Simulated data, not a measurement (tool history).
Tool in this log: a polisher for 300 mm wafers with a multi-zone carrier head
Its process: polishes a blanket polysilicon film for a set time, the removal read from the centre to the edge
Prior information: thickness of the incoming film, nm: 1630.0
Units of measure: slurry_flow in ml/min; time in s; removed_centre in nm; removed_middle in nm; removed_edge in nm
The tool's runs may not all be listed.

{"run": 1, "hour": 0.0, "slurry_flow": 235, "centre_zone": 1, "middle_zone": 1, "edge_zone": 1, "time": 60, "removed_centre": 474.77, "removed_middle": 527.67, "removed_edge": 530.19}
{"run": 2, "hour": 2.2, "slurry_flow": 250, "centre_zone": 1.03, "middle_zone": 1.05, "edge_zone": 1.01, "time": 63, "removed_centre": 524, "removed_middle": 578.35, "removed_edge": 560.28}
{"run": 3, "hour": 10.8, "slurry_flow": 250, "centre_zone": 1.03, "middle_zone": 1.09, "edge_zone": 1.01, "time": 63, "removed_centre": 514.49, "removed_middle": 596.08, "removed_edge": 566.39}
{"run": 4, "hour": 11.9, "slurry_flow": 250, "centre_zone": 1.03, "middle_zone": 1.09, "edge_zone": 0.94, "time": 63, "removed_centre": 523.6, "removed_middle": 604.22, "removed_edge": 542.37}
{"run": 5, "hour": 16.4, "slurry_flow": 250, "centre_zone": 1.11, "middle_zone": 1.09, "edge_zone": 0.94, "time": 63, "removed_centre": 559.79, "removed_middle": 599.2, "removed_edge": 547.86}
{"run": 6, "hour": 23.8, "slurry_flow": 300, "centre_zone": 1.11, "middle_zone": 1.09, "edge_zone": 0.94, "time": 63, "removed_centre": 574.79, "removed_middle": 601.23, "removed_edge": 548.03}

Forecast run 7:
{"run": 7, "hour": 25.3, "slurry_flow": 295, "centre_zone": 1.1, "middle_zone": 1.11, "edge_zone": 0.94, "time": 65, "removed_centre": "?", "removed_middle": "?", "removed_edge": "?"}

removed_centre: 596 nm
removed_middle: 631.39 nm
removed_edge: 569.9 nm

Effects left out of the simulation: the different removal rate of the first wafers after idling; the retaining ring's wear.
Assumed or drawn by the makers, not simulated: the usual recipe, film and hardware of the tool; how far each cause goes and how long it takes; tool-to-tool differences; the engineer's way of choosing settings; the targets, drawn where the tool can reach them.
